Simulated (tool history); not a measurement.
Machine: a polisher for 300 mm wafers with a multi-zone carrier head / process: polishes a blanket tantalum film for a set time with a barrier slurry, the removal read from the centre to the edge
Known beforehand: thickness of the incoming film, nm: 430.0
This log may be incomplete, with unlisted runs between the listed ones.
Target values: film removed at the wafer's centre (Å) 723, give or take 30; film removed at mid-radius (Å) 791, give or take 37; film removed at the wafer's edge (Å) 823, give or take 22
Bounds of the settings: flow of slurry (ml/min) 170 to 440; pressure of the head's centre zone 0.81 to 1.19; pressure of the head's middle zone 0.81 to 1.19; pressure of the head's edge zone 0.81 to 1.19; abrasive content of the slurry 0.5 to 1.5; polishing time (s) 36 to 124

| run | hour | flow of slurry (ml/min) | pressure of the head's centre zone | pressure of the head's middle zone | pressure of the head's edge zone | abrasive content of the slurry | polishing time (s) | film removed at the wafer's centre (Å) | film removed at mid-radius (Å) | film removed at the wafer's edge (Å) |
|---|---|---|---|---|---|---|---|---|---|---|
| 1 | 0 | 280 | 1 | 1 | 1 | 1 | 79 | 873.71 | 868.32 | 856.98 |
| 2 | 2.9 | 275 | 0.97 | 0.99 | 1 | 1 | 79 | 836.28 | 866.33 | 861.88 |
| 3 | 10.4 | 275 | 0.97 | 0.99 | 1 | 1 | 60 | 657.22 | 641.8 | 656.6 |
| 4 | 15.5 | 275 | 0.97 | 1.04 | 1 | 1 | 60 | 644.51 | 682.5 | 646.48 |
| 5 | 21.9 | 275 | 1.01 | 1.04 | 1 | 1 | 60 | 683.19 | 670.92 | 647.04 |
| 6 | 25.1 | 280 | 0.99 | 1.04 | 1.03 | 1.1 | 60 | 689.33 | 708.61 | 691.86 |
| 7 | 28 | 290 | 0.99 | 1.04 | 1.06 | 1.1 | 60 | 678.58 | 712.76 | 708.22 |
| 8 | 30.1 | 295 | 1 | 1.04 | 1.08 | 1.15 | 60 | 719.49 | 743.6 | 719.58 |
| 9 | 33.7 | 280 | 0.9 | 0.96 | 1.18 | 1.35 | 65 | 732.58 | 762.88 | 849.84 |
| 10 | 38.2 | 280 | 0.9 | 0.97 | 1.17 | 1.35 | 65 | 729.04 | 756.77 | 846 |
| 11 | 42.5 | 280 | 0.9 | 0.97 | 1.17 | 1.35 | 65 | 729.44 | 773.97 | 845.91 |

Next run, 5 choices. One meets every target within its allowed miss, the rest don't. Which?
| A | 46.8 | 250 | 0.92 | 0.87 | 1.07 | 1.4 | 67 | ? | ? | ? |
| B | 46.8 | 245 | 0.92 | 1.02 | 1.14 | 1.25 | 66 | ? | ? | ? |
| C | 46.8 | 280 | 0.88 | 0.99 | 1.18 | 1.45 | 66 | ? | ? | ? |
| D | 46.8 | 280 | 0.87 | 0.96 | 1.19 | 1.35 | 66 | ? | ? | ? |
| E | 46.8 | 270 | 0.9 | 0.93 | 1.17 | 1.35 | 68 | ? | ? | ? |

| move | film removed at the wafer's centre (Å) | film removed at mid-radius (Å) | film removed at the wafer's edge (Å) |
|---|---|---|---|
| A | 754.1 | 715.52 | 827.49 |
| B | 717.93 | 777.43 | 811.82 |
| C | 728.37 | 803.16 | 872.32 |
| D | 706.48 | 768.11 | 860.23 |
| E | 749.53 | 767.3 | 876.02 |
A: puts the biggest miss on target and leaves a different result outside tolerance
B: hits every target within its allowed miss
C: further off than the last run
D: further off than the last run
E: further off than the last run
Move B is the one to make.
